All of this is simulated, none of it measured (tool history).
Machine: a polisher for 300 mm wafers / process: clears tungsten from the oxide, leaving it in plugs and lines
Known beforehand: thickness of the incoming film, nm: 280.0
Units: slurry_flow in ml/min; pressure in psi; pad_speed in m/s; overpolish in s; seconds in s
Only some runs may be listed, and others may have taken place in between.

run  hour  slurry_flow  pressure  pad_speed  slurry_solids  overpolish  seconds
  1     0          275       2.5        0.9              1          36   98.283
  2   7.5          275       2.4        0.9              1          36   103.99
  3  15.9          275       2.3        0.9              1          36   104.29
  4    23          275       2.3        0.9            1.1          36   101.72
  5  27.4          275       2.2        0.9            1.1          36   104.95
  6  31.3          320       2.2        0.9            1.1          36   103.97

For run 7, what comes out?
  7  39.9          320       2.1        0.9            1.1          36        ?

{"run 7": {"seconds": 107.18}}
